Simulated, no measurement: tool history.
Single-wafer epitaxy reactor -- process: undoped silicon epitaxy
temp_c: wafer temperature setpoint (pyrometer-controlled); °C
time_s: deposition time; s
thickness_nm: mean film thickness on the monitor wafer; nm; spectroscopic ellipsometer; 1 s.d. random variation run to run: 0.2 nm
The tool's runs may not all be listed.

run    day  temp_c  time_s  thickness_nm
  1      0     640     388        43.895
  2  0.062     640     358        40.533
  3  0.246     640     401        45.409
  4  0.538     640     361        40.778
  5  0.721     640     384        43.384
  6  0.862     646     391        51.619
     0.971  -- pyrometer calibrated
  7  0.971     650     391        65.436
  8  1.092     651     391        67.437
  9  1.362     652     391        68.619
 10   1.55     653     391        70.552

What does the tool deliver on the next run?
 11  1.617     654     391             ?

thickness_nm: 72.527 nm
